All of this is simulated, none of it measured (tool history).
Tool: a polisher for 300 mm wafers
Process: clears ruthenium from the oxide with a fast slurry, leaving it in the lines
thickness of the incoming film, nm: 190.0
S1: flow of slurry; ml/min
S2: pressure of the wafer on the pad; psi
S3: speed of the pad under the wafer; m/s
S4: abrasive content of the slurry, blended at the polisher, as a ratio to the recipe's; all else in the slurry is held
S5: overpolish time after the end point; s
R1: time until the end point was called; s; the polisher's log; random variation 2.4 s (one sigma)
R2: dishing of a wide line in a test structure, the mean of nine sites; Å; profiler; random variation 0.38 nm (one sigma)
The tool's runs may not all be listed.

run 1 hour=0 | S1=215 S2=3.2 S3=0.86 S4=1 S5=17 | R1=44.626 R2=417.2
run 2 hour=5.7 | S1=215 S2=3.2 S3=0.7 S4=1 S5=17 | R1=54.895 R2=363.48
run 3 hour=11.1 | S1=215 S2=2.6 S3=0.62 S4=1 S5=18 | R1=76.26 R2=308.77
run 4 hour=14 | S1=215 S2=2.6 S3=0.78 S4=1 S5=18 | R1=59.607 R2=338.36
run 5 hour=15.5 | S1=215 S2=2.2 S3=0.68 S4=1 S5=20 | R1=81.286 R2=307.51
run 6 hour=23.4 | S1=215 S2=1.9 S3=0.62 S4=1 S5=21 | R1=104.08 R2=261.01
run 7 hour=28.1 | S1=215 S2=1.7 S3=0.6 S4=1 S5=22 | R1=118 R2=253.53
run 8 hour=30.7 | S1=215 S2=1.6 S3=0.6 S4=1 S5=22 | R1=121.98 R2=245.71
run 9 hour=39.7 | S1=215 S2=1.4 S3=0.54 S4=1 S5=23 | R1=153.72 R2=215.05

Run 10 comes next. What will it give?
run 10 hour=43.4 | S1=215 S2=1.5 S3=0.54 S4=1 S5=23 | R1=? R2=?

{"run 10": {"R1": 143.94, "R2": 221.04}}
